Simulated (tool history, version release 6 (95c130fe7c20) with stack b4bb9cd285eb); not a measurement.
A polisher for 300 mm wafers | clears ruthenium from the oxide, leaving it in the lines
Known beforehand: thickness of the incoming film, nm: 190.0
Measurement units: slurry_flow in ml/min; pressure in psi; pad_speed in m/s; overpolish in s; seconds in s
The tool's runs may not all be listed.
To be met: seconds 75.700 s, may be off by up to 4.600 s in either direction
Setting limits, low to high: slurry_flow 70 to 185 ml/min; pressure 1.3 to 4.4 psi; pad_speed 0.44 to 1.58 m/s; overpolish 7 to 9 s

run,hour,slurry_flow,pressure,pad_speed,overpolish,seconds
1,0.0,120,2.8,1.00,9,128.930
2,8.5,95,2.8,1.00,9,142.720
3,13.0,105,3.1,1.02,9,115.700
4,14.6,115,3.3,1.02,9,110.210
5,23.3,120,3.5,1.04,9,101.350
6,29.1,120,3.7,1.04,9,94.910
7,31.2,120,3.8,1.04,9,97.415
8,33.3,125,3.9,1.06,9,91.797
9,37.9,125,4.0,1.08,9,84.896
10,45.0,125,4.1,1.08,9,81.281
11,51.5,125,4.2,1.08,9,80.626

Exercise: of the 4 proposed moves below, exactly one satisfies all targets within the stated allowed misses. Which move is it?
A,58.0,90,4.3,1.10,8,?
B,58.0,100,4.4,0.98,7,?
C,58.0,140,4.4,1.34,7,?
D,58.0,80,4.4,1.28,9,?

move,seconds
A,87.003
B,90.262
C,64.829
D,78.318
A: misses by more than the last run did
B: misses by more than the last run did
C: the result that was furthest off in the last run now lies on the other side of its target
D: hits every target within its allowed miss
The right move is D.
